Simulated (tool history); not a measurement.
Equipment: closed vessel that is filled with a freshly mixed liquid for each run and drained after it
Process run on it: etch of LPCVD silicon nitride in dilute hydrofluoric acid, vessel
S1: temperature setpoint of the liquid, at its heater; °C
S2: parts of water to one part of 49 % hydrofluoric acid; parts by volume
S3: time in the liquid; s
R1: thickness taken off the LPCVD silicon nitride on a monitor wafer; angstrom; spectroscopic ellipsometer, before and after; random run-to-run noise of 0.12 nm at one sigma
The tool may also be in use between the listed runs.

Run 1, day 0: S1 23 °C, S2 125 parts by volume, S3 2775 s. Result: R1 109.39 angstrom.
Run 2, day 0.162: S1 23 °C, S2 155 parts by volume, S3 2775 s. Result: R1 88.956 angstrom.
Run 3, day 0.396: S1 20.5 °C, S2 155 parts by volume, S3 2775 s. Result: R1 75.982 angstrom.
Run 4, day 0.592: S1 24 °C, S2 155 parts by volume, S3 2775 s. Result: R1 95.252 angstrom.
Run 5, day 0.758: S1 24 °C, S2 155 parts by volume, S3 2775 s. Result: R1 94.327 angstrom.
Run 6, day 0.883: S1 25.5 °C, S2 155 parts by volume, S3 2775 s. Result: R1 105.59 angstrom.
Run 7, day 1.142: S1 26.5 °C, S2 155 parts by volume, S3 2775 s. Result: R1 112.75 angstrom.
Run 8, day 1.512: S1 27 °C, S2 155 parts by volume, S3 2775 s. Result: R1 114.68 angstrom.

Predict the results of run 9:
Run 9, day 1.9: S1 27.5 °C, S2 155 parts by volume, S3 2775 s. Result: R1 ?.

Run 9 gave R1 118.58 angstrom.
